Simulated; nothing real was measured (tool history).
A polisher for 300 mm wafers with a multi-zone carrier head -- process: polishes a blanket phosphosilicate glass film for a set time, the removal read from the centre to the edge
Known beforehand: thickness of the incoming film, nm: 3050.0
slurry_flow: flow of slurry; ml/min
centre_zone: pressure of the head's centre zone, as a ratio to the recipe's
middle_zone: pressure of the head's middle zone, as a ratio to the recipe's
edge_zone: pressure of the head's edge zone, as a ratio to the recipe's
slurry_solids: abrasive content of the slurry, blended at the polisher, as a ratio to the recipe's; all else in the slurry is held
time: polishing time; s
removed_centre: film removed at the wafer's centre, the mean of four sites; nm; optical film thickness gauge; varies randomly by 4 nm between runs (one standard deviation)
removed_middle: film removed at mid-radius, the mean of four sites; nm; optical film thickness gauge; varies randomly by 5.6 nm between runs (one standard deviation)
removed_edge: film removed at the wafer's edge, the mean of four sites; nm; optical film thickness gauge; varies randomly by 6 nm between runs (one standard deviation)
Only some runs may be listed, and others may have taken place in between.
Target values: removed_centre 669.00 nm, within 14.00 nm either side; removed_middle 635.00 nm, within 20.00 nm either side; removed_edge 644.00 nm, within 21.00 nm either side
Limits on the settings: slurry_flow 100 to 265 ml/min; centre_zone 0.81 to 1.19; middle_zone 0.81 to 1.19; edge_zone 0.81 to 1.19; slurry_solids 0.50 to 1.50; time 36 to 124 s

| run | hour | slurry_flow | centre_zone | middle_zone | edge_zone | slurry_solids | time | removed_centre | removed_middle | removed_edge |
|---|---|---|---|---|---|---|---|---|---|---|
| 1 | 0.0 | 170 | 1.00 | 1.00 | 1.00 | 1.00 | 79 | 1072.50 | 1086.60 | 1117.60 |
| 2 | 2.0 | 170 | 1.00 | 0.98 | 0.95 | 0.85 | 74 | 952.30 | 942.55 | 968.20 |
| 3 | 3.9 | 170 | 1.00 | 0.98 | 0.95 | 0.95 | 74 | 993.42 | 987.89 | 1011.80 |
| 4 | 9.6 | 170 | 1.00 | 0.97 | 0.92 | 0.80 | 69 | 872.33 | 879.61 | 869.64 |
| 5 | 14.6 | 165 | 1.00 | 0.93 | 0.89 | 0.70 | 66 | 797.42 | 771.80 | 784.30 |
| 6 | 21.7 | 165 | 1.04 | 0.93 | 0.89 | 0.70 | 66 | 819.96 | 763.90 | 790.58 |
| 7 | 29.2 | 145 | 0.99 | 0.89 | 0.81 | 0.50 | 61 | 640.39 | 605.08 | 623.34 |
| 8 | 35.5 | 155 | 0.99 | 0.89 | 0.81 | 0.50 | 61 | 658.27 | 621.91 | 613.92 |
| 9 | 43.2 | 155 | 0.99 | 0.89 | 0.83 | 0.50 | 61 | 649.30 | 622.90 | 637.35 |
|  | 44.4 | slurry nozzle cleaned |
| 10 | 44.4 | 160 | 0.99 | 0.89 | 0.83 | 0.50 | 61 | 709.38 | 665.19 | 667.92 |
| 11 | 52.8 | 160 | 0.99 | 0.89 | 0.83 | 0.50 | 61 | 713.06 | 670.36 | 670.84 |
| 12 | 57.2 | 155 | 0.99 | 0.89 | 0.83 | 0.50 | 61 | 716.68 | 662.85 | 673.72 |
| 13 | 64.4 | 150 | 0.99 | 0.90 | 0.83 | 0.50 | 61 | 709.35 | 669.68 | 671.49 |
| 14 | 71.1 | 105 | 0.98 | 0.88 | 0.81 | 0.50 | 61 | 643.44 | 615.47 | 618.66 |

Next run, 5 choices. One meets every target within its allowed miss, the rest don't. Which?
| A | 77.8 | 135 | 1.09 | 1.06 | 0.81 | 0.55 | 53 | ? | ? | ? |
| B | 77.8 | 115 | 0.90 | 0.92 | 0.89 | 0.70 | 55 | ? | ? | ? |
| C | 77.8 | 130 | 0.98 | 0.89 | 0.83 | 0.55 | 58 | ? | ? | ? |
| D | 77.8 | 145 | 0.92 | 0.97 | 0.90 | 0.50 | 57 | ? | ? | ? |
| E | 77.8 | 105 | 0.88 | 0.92 | 0.82 | 0.50 | 62 | ? | ? | ? |

| move | removed_centre | removed_middle | removed_edge |
|---|---|---|---|
| A | 657.77 | 654.06 | 583.04 |
| B | 619.82 | 633.87 | 661.70 |
| C | 663.83 | 624.98 | 642.66 |
| D | 625.09 | 650.54 | 647.05 |
| E | 609.69 | 634.57 | 642.86 |
A: the furthest-off result lands on target, but another misses its tolerance
B: moves away from the targets compared with the last run
C: every result within its allowed miss
D: moves away from the targets compared with the last run
E: moves away from the targets compared with the last run
Move C is the one to make.
